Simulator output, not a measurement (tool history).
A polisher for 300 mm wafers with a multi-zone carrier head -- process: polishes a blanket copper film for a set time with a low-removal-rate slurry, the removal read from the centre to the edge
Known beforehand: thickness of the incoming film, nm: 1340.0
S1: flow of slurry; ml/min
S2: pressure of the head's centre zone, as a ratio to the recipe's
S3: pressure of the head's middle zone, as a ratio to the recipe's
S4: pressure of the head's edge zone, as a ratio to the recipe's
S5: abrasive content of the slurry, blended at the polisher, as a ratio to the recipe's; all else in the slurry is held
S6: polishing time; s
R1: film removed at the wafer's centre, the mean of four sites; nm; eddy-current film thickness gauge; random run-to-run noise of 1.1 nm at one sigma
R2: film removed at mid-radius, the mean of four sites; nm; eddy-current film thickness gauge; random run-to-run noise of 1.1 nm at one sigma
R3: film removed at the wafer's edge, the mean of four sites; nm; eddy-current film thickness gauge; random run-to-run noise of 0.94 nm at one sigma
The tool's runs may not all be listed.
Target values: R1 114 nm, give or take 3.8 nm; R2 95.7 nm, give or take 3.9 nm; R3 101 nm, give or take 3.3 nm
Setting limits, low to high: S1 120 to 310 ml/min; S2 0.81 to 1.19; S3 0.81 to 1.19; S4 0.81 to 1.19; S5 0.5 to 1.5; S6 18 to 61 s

| run | day | S1 | S2 | S3 | S4 | S5 | S6 | R1 | R2 | R3 |
|---|---|---|---|---|---|---|---|---|---|---|
| 1 | 0 | 200 | 1 | 1 | 1 | 1 | 39 | 70.41 | 70.03 | 72.273 |
| 2 | 0.238 | 200 | 1 | 0.94 | 1 | 1 | 39 | 70.15 | 65.428 | 72.342 |
| 3 | 0.604 | 215 | 1.05 | 0.96 | 1.03 | 1.15 | 40 | 79.39 | 70.201 | 77.835 |
| 4 | 0.629 | 215 | 1.05 | 0.96 | 1.03 | 0.95 | 40 | 74.876 | 67.542 | 76.245 |
| 5 | 0.942 | 225 | 1.08 | 0.99 | 1.05 | 1.1 | 41 | 82.935 | 74.991 | 79.821 |
| 6 | 1.296 | 225 | 1.08 | 0.99 | 1.11 | 1.1 | 41 | 82.351 | 75.898 | 83.029 |
| 7 | 1.362 | 235 | 1.11 | 1 | 1.12 | 1.2 | 42 | 90.016 | 78.508 | 86.808 |
| 8 | 1.408 | 240 | 1.13 | 1.02 | 1.13 | 1.3 | 43 | 96.531 | 83.529 | 91.527 |

Consider the 5 candidate settings below. Which is the only one whose results all fall within their allowed miss of target?
| A | 1.454 | 245 | 0.88 | 0.81 | 1.19 | 1.25 | 44 | ? | ? | ? |
| B | 1.454 | 235 | 1.16 | 1 | 1.03 | 1.25 | 51 | ? | ? | ? |
| C | 1.454 | 205 | 0.91 | 1.02 | 1.19 | 1.15 | 49 | ? | ? | ? |
| D | 1.454 | 225 | 0.95 | 1.04 | 1.19 | 1.3 | 49 | ? | ? | ? |
| E | 1.454 | 245 | 1.11 | 0.99 | 1.17 | 1.35 | 49 | ? | ? | ? |

| move | R1 | R2 | R3 |
|---|---|---|---|
| A | 75.386 | 70.227 | 96.568 |
| B | 114.99 | 96.387 | 103.4 |
| C | 83.463 | 91.093 | 103.68 |
| D | 90.668 | 96.179 | 107.38 |
| E | 108.05 | 93.839 | 108.17 |
A: lands further from the targets than the last run did
B: hits every target within its allowed miss
C: lands further from the targets than the last run did
D: lands further from the targets than the last run did
E: closes in on the targets versus the last run, not all within tolerance yet
B meets every target.

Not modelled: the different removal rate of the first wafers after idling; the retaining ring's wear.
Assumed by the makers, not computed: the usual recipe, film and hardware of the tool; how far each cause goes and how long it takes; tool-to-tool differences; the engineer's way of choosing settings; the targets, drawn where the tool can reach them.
